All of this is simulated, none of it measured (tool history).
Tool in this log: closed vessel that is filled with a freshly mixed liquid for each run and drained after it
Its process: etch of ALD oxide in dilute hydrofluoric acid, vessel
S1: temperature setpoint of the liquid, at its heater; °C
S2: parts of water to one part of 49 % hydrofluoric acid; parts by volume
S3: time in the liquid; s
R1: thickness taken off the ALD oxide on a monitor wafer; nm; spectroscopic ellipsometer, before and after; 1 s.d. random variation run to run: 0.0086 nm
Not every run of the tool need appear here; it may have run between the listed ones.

run  hour    S1   S2  S3      R1
  1     0    26  245  30  2.0404
  2   5.9    24  245  30  1.9084
  3  10.7  23.5  260  30  1.7354
  4  12.3    23  275  30  1.5907
  5  17.6  22.5  285  30  1.4786
  6  20.8  22.5  285  30   1.485

For run 7, what comes out?
  7  23.2  22  295  30   ?

Run 7 gave R1 1.4064 nm.
